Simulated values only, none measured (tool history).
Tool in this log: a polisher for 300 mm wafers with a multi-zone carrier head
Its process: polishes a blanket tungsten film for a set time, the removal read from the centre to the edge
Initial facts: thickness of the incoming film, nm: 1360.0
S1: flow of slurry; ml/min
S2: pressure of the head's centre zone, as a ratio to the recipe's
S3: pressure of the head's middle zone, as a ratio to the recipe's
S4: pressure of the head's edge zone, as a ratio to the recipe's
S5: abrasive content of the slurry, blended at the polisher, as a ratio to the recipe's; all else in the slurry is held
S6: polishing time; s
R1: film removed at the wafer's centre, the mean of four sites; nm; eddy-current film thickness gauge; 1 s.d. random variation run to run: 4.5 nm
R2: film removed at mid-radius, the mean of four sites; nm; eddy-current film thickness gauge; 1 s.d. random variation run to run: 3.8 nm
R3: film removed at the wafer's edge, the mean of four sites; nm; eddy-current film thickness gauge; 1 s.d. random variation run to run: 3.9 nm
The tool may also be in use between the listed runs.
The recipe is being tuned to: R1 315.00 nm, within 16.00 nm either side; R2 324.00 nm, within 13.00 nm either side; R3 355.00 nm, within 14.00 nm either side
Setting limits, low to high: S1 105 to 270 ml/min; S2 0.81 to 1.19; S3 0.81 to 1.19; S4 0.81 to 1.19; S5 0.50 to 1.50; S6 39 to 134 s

run	hour	S1	S2	S3	S4	S5	S6	R1	R2	R3
1	0.0	175	1.00	1.00	1.00	1.00	86	423.22	383.18	401.99
2	7.6	175	1.00	1.00	1.00	1.00	76	376.69	341.52	347.57
3	8.4	175	1.00	0.95	1.00	1.00	76	377.16	329.05	350.39
4	17.3	175	1.00	0.95	0.93	1.00	76	381.25	334.30	347.17
5	24.2	165	0.96	0.94	0.94	1.00	76	363.52	327.65	335.89
6	27.1	165	0.93	0.94	0.99	1.00	76	347.69	321.60	353.02
7	29.5	165	0.91	0.95	0.99	1.00	76	328.59	328.70	347.98
8	38.0	165	0.90	0.95	1.00	1.00	76	338.76	330.36	356.59

Below are 4 possible settings for the next run. Only one of them brings all results inside the allowed miss of their targets. Which is it?
A	46.5	145	0.92	1.00	0.85	1.15	76	?	?	?
B	46.5	160	0.85	0.93	1.02	0.85	80	?	?	?
C	46.5	175	0.92	0.90	0.98	1.10	77	?	?	?
D	46.5	180	1.00	0.93	0.98	1.00	78	?	?	?

move	R1	R2	R3
A	336.97	347.32	344.58
B	307.83	322.84	364.16
C	346.70	326.33	371.38
D	374.19	332.59	367.99
A: further off than the last run
B: hits every target within its allowed miss
C: further off than the last run
D: further off than the last run
Move B is the one to make.
